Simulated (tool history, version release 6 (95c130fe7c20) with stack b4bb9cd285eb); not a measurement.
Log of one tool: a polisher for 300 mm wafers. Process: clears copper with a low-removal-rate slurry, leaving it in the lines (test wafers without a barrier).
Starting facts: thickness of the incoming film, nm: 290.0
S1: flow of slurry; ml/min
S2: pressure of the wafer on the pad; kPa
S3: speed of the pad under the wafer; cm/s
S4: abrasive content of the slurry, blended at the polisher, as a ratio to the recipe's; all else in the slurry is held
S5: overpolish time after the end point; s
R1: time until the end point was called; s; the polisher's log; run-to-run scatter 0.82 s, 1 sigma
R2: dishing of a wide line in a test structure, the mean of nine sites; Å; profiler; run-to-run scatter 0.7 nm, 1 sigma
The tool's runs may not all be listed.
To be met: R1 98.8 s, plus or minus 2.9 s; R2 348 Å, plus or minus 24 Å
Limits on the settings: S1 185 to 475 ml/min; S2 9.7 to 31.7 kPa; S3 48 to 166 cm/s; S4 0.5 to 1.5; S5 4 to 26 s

| run | hour | S1 | S2 | S3 | S4 | S5 | R1 | R2 |
|---|---|---|---|---|---|---|---|---|
| 1 | 0 | 305 | 20.7 | 106 | 1 | 13 | 88.943 | 299.54 |
| 2 | 5.1 | 270 | 20.7 | 106 | 1 | 13 | 91.081 | 293.46 |
| 3 | 9 | 270 | 24.1 | 106 | 1 | 13 | 80.361 | 319.16 |
| 4 | 12.1 | 270 | 24.1 | 106 | 1 | 15 | 79.125 | 363.28 |
| 5 | 15.3 | 270 | 24.1 | 128 | 1 | 15 | 67.083 | 438.83 |
| 6 | 22.2 | 270 | 24.1 | 128 | 0.8 | 15 | 68.784 | 432.41 |
| 7 | 31.2 | 265 | 23.4 | 128 | 0.8 | 15 | 70.237 | 408.12 |
|  | 34.5 | slurry blender recalibrated |
| 8 | 34.5 | 265 | 22.8 | 128 | 0.8 | 15 | 68.25 | 434.51 |
| 9 | 38.8 | 265 | 21.4 | 128 | 0.8 | 15 | 73.717 | 417.65 |
| 10 | 41.6 | 265 | 20.7 | 128 | 0.8 | 15 | 74.455 | 382.96 |
| 11 | 46.9 | 265 | 19.3 | 128 | 0.8 | 15 | 78.111 | 371.27 |
| 12 | 53.6 | 265 | 18.6 | 128 | 0.8 | 15 | 79.99 | 362.69 |
| 13 | 55.4 | 265 | 17.9 | 128 | 0.8 | 15 | 82.789 | 341.95 |
| 14 | 59.7 | 265 | 17.2 | 128 | 0.8 | 15 | 85.306 | 342.06 |
| 15 | 60.8 | 265 | 16.5 | 128 | 0.8 | 15 | 88.064 | 333.98 |

Below are 4 possible settings for the next run. Only one of them brings all results inside the allowed miss of their targets. Which is it?
| A | 61.9 | 235 | 20.7 | 98 | 1.2 | 13 | ? | ? |
| B | 61.9 | 255 | 17.9 | 108 | 0.75 | 18 | ? | ? |
| C | 61.9 | 250 | 17.2 | 112 | 0.8 | 15 | ? | ? |
| D | 61.9 | 235 | 14.5 | 128 | 0.75 | 15 | ? | ? |

| move | R1 | R2 |
|---|---|---|
| A | 91.346 | 291.37 |
| B | 98.148 | 364.91 |
| C | 97.012 | 312.57 |
| D | 98.295 | 307.13 |
A: better than the last run, though not everything is in spec
B: in spec on every target
C: puts the biggest miss on target and leaves a different result outside tolerance
D: puts the biggest miss on target and leaves a different result outside tolerance
Answer: B
